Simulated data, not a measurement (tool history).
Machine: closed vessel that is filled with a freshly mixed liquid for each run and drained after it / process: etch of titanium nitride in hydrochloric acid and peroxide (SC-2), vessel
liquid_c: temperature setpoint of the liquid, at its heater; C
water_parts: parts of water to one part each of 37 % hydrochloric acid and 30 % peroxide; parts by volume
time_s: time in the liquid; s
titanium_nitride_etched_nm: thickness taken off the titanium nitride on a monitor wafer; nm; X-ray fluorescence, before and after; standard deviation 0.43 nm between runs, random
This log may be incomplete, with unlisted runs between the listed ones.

run	day	liquid_c	water_parts	time_s	titanium_nitride_etched_nm
1	0	62	10.5	490	29.853
2	0.133	62	9	490	33.915
3	0.296	64.5	9	490	39.344
4	0.608	64.5	12.5	490	29.921
5	0.846	69	12.5	490	40.136
6	0.942	69	10.5	490	45.808

Run 7 is up next; what results do you expect?
7	1.012	70	10	490	?

titanium_nitride_etched_nm: 50.83 nm

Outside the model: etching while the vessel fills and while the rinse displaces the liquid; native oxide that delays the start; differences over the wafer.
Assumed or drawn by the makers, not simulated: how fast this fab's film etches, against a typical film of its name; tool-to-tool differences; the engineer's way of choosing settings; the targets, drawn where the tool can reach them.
